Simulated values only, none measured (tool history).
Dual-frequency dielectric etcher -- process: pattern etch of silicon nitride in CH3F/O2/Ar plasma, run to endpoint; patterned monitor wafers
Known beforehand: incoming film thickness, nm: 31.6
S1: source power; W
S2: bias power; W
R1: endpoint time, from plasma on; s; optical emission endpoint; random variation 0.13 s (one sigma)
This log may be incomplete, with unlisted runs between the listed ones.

run,hour,S1,S2,R1
1,0,450,89,37.374
2,6.2,400,89,39.139
3,11.5,460,89,37.089
4,18.4,440,88,37.981
5,19,490,88,36.495
6,27.1,490,104,33.787
7,34,460,102,34.72
8,37.2,430,100,36.129
9,45.3,410,99,37.226
10,48.3,320,96,41.666

The next listed run, before its measurement:
11,52.3,310,96,?

R1: 41.903 s
